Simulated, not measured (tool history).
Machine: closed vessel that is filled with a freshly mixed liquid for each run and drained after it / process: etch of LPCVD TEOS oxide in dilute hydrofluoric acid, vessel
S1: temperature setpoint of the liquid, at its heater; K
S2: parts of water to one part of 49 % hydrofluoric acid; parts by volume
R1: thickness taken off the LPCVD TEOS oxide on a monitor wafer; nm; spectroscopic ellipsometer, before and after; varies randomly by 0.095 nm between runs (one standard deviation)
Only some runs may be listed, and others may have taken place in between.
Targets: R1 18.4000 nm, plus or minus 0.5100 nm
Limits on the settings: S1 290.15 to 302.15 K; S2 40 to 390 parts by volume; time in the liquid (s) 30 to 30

{"run": 1, "hour": 0.0, "S1": 294.15, "S2": 215, "time in the liquid (s)": 30, "R1": 5.9214}
{"run": 2, "hour": 6.1, "S1": 295.15, "S2": 215, "time in the liquid (s)": 30, "R1": 6.1538}
{"run": 3, "hour": 11.3, "S1": 295.15, "S2": 215, "time in the liquid (s)": 30, "R1": 6.1258}
{"run": 4, "hour": 16.9, "S1": 298.65, "S2": 215, "time in the liquid (s)": 30, "R1": 7.0008}
{"run": 5, "hour": 18.5, "S1": 299.65, "S2": 175, "time in the liquid (s)": 30, "R1": 9.2904}
{"run": 6, "hour": 22.4, "S1": 300.15, "S2": 145, "time in the liquid (s)": 30, "R1": 11.968}
{"run": 7, "hour": 23.6, "S1": 300.65, "S2": 130, "time in the liquid (s)": 30, "R1": 13.885}
{"run": 8, "hour": 26.9, "S1": 301.15, "S2": 120, "time in the liquid (s)": 30, "R1": 15.477}
{"run": 9, "hour": 32.1, "S1": 301.65, "S2": 115, "time in the liquid (s)": 30, "R1": 16.374}
{"run": 10, "hour": 40.3, "S1": 301.65, "S2": 110, "time in the liquid (s)": 30, "R1": 17.369}

Which one of the following 5 next-run settings gets every result inside its allowed miss? There is exactly one.
{"run": "A", "hour": 48.5, "S1": 300.15, "S2": 100, "time in the liquid (s)": 30, "R1": "?"}
{"run": "B", "hour": 48.5, "S1": 302.15, "S2": 120, "time in the liquid (s)": 30, "R1": "?"}
{"run": "C", "hour": 48.5, "S1": 302.15, "S2": 115, "time in the liquid (s)": 30, "R1": "?"}
{"run": "D", "hour": 48.5, "S1": 300.65, "S2": 110, "time in the liquid (s)": 30, "R1": "?"}
{"run": "E", "hour": 48.5, "S1": 302.15, "S2": 100, "time in the liquid (s)": 30, "R1": "?"}

move=A R1=18.3550
move=B R1=16.0680
move=C R1=16.8790
move=D R1=16.7870
move=E R1=19.8130
A: meets every target
B: moves away from the targets compared with the last run
C: moves away from the targets compared with the last run
D: moves away from the targets compared with the last run
E: takes the result that was furthest off past its target
The right move is A.
